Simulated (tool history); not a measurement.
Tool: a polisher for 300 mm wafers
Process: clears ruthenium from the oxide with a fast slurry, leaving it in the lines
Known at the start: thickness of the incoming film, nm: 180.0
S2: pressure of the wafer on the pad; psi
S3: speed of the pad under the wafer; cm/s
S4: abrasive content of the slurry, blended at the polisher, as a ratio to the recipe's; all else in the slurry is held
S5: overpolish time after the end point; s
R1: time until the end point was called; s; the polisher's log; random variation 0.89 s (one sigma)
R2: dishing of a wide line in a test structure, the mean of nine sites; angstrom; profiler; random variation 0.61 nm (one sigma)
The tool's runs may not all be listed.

Run 1, day 0: flow of slurry (ml/min) 160, S2 3.5 psi, S3 88 cm/s, S4 1, S5 14 s. Result: R1 47.035 s, R2 394.53 angstrom.
Run 2, day 0.121: flow of slurry (ml/min) 185, S2 3.5 psi, S3 88 cm/s, S4 1, S5 14 s. Result: R1 47.198 s, R2 426.73 angstrom.
Run 3, day 0.471: flow of slurry (ml/min) 180, S2 3.2 psi, S3 88 cm/s, S4 1, S5 13 s. Result: R1 52.172 s, R2 359.71 angstrom.
Run 4, day 0.762: flow of slurry (ml/min) 180, S2 2.8 psi, S3 88 cm/s, S4 1, S5 13 s. Result: R1 56.621 s, R2 311.47 angstrom.
Run 5, day 1.112: flow of slurry (ml/min) 175, S2 2.6 psi, S3 88 cm/s, S4 1, S5 13 s. Result: R1 62.515 s, R2 289.64 angstrom.
Run 6, day 1.271: flow of slurry (ml/min) 175, S2 3 psi, S3 88 cm/s, S4 1, S5 13 s. Result: R1 55.785 s, R2 328.1 angstrom.
Run 7, day 1.333: flow of slurry (ml/min) 170, S2 2.8 psi, S3 88 cm/s, S4 1, S5 13 s. Result: R1 59.011 s, R2 312.17 angstrom.
Run 8, day 1.579: flow of slurry (ml/min) 170, S2 2.7 psi, S3 88 cm/s, S4 1, S5 13 s. Result: R1 60.33 s, R2 298.31 angstrom.

Run 9 comes next. What will it give?
Run 9, day 1.817: flow of slurry (ml/min) 165, S2 2.6 psi, S3 88 cm/s, S4 1, S5 13 s. Result: R1 ?, R2 ?.

R1: 64.339 s
R2: 291.85 angstrom

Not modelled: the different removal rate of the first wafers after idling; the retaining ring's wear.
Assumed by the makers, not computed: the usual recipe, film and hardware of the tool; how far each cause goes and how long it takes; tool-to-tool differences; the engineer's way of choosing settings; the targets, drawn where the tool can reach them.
